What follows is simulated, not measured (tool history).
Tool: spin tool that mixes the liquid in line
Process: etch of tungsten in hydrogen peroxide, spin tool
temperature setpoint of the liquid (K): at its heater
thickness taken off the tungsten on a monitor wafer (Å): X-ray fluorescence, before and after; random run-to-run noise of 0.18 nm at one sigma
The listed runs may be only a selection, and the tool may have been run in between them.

| run | hour | temperature setpoint of the liquid (K) | concentration of hydrogen peroxide in the mixed liquid (% by weight) | time under the liquid (s) | thickness taken off the tungsten on a monitor wafer (Å) |
|---|---|---|---|---|---|
| 1 | 0 | 323.15 | 21 | 15 | 341.51 |
| 2 | 8.3 | 322.65 | 21 | 15 | 324.76 |
| 3 | 12.3 | 322.15 | 21 | 15 | 318.32 |
| 4 | 14.4 | 325.15 | 21 | 15 | 383.4 |
| 5 | 22.8 | 321.15 | 21 | 15 | 302.12 |
| 6 | 29.2 | 327.65 | 21 | 15 | 440.5 |

What does the tool deliver on the next run?
| 7 | 36.2 | 326.65 | 21 | 15 | ? |

{"run 7": {"thickness taken off the tungsten on a monitor wafer (Å)": 419.71}}
